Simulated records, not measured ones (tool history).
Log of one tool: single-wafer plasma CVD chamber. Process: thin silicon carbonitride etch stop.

run	hour	RF power (W)	deposition time (s)	mean film thickness on the monitor wafer (nm)
1	0	230	7.09	4.068
2	2.5	215	6.8	3.8885
3	7.3	245	6.8	4.0309
4	9.8	245	5.89	3.5043
5	16.5	235	5.83	3.4208
6	23.7	265	5.83	3.5392
7	29.1	255	5.76	3.4522

Run 8 comes next. What will it give?
8	38	245	5.71	?

{"run 8": {"mean film thickness on the monitor wafer (nm)": 3.3836}}
